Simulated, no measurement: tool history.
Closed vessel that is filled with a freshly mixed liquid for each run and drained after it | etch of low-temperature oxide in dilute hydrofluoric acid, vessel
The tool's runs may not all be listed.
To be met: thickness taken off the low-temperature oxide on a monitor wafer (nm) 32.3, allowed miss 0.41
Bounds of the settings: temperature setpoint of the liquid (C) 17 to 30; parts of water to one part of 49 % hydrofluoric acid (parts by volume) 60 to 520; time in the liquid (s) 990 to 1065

run	hour	temperature setpoint of the liquid (C)	parts of water to one part of 49 % hydrofluoric acid (parts by volume)	time in the liquid (s)	thickness taken off the low-temperature oxide on a monitor wafer (nm)
1	0	22	290	990	41.025
2	1.9	20.5	295	990	38.348
3	6.1	19.5	300	990	36.274
4	8.9	19.5	300	1065	38.885
5	14.5	17	300	1065	35.448
6	18.3	17	370	1065	27.051
7	25.3	18	370	1065	28.101
8	25.9	19	370	1065	29.047
9	28.9	20	370	1065	30.119
10	32.9	20.5	370	1065	30.726

Which of these 4 next moves meets every target?
A	36.9	19	365	1065	?
B	36.9	19.5	345	1065	?
C	36.9	23.5	390	990	?
D	36.9	27	430	990	?

move	thickness taken off the low-temperature oxide on a monitor wafer (nm)
A	29.647
B	32.474
C	29.482
D	28.852
A: further off than the last run
B: meets every target
C: further off than the last run
D: further off than the last run
The right move is B.
